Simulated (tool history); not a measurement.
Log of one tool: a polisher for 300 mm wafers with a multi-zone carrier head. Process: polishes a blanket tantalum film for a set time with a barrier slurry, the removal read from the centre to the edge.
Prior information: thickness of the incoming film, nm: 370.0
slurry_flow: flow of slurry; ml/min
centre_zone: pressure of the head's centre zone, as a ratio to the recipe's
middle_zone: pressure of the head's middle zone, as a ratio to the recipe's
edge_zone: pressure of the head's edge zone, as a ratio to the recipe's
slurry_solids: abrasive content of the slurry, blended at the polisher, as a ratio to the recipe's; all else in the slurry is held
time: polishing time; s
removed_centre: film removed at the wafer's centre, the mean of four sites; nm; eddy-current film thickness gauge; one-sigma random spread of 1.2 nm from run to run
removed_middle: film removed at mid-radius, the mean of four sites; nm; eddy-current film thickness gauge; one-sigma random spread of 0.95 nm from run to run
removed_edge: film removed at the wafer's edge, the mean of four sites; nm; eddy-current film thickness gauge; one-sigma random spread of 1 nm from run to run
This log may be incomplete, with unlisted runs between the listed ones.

Run 1, hour 0: slurry_flow 285 ml/min, centre_zone 1, middle_zone 1, edge_zone 1, slurry_solids 1, time 58 s. Result: removed_centre 128.24 nm, removed_middle 124.69 nm, removed_edge 127.87 nm.
Run 2, hour 5.6: slurry_flow 300 ml/min, centre_zone 1.02, middle_zone 1.04, edge_zone 1.04, slurry_solids 1.05, time 58 s. Result: removed_centre 132.82 nm, removed_middle 132.21 nm, removed_edge 133.66 nm.
Run 3, hour 13.5: slurry_flow 300 ml/min, centre_zone 1.02, middle_zone 1.04, edge_zone 1.04, slurry_solids 1.05, time 70 s. Result: removed_centre 162.16 nm, removed_middle 161.37 nm, removed_edge 160.57 nm.
Run 4, hour 21.6: slurry_flow 300 ml/min, centre_zone 1.02, middle_zone 1.12, edge_zone 1.04, slurry_solids 1.05, time 70 s. Result: removed_centre 162.29 nm, removed_middle 171.46 nm, removed_edge 161.01 nm.
Run 5, hour 28: slurry_flow 300 ml/min, centre_zone 1.02, middle_zone 1.12, edge_zone 1.04, slurry_solids 1.05, time 77 s. Result: removed_centre 176.18 nm, removed_middle 189.19 nm, removed_edge 174.92 nm.
Run 6, hour 36.7: slurry_flow 300 ml/min, centre_zone 1.02, middle_zone 1.12, edge_zone 0.95, slurry_solids 1.05, time 77 s. Result: removed_centre 177.26 nm, removed_middle 189.8 nm, removed_edge 169.79 nm.

What will run 7 give?
Run 7, hour 38.6: slurry_flow 280 ml/min, centre_zone 1, middle_zone 1.07, edge_zone 0.92, slurry_solids 1, time 77 s. Result: removed_centre ?, removed_middle ?, removed_edge ?.

Run 7 produced removed_centre 169.89 nm, removed_middle 178.61 nm, removed_edge 162.24 nm.
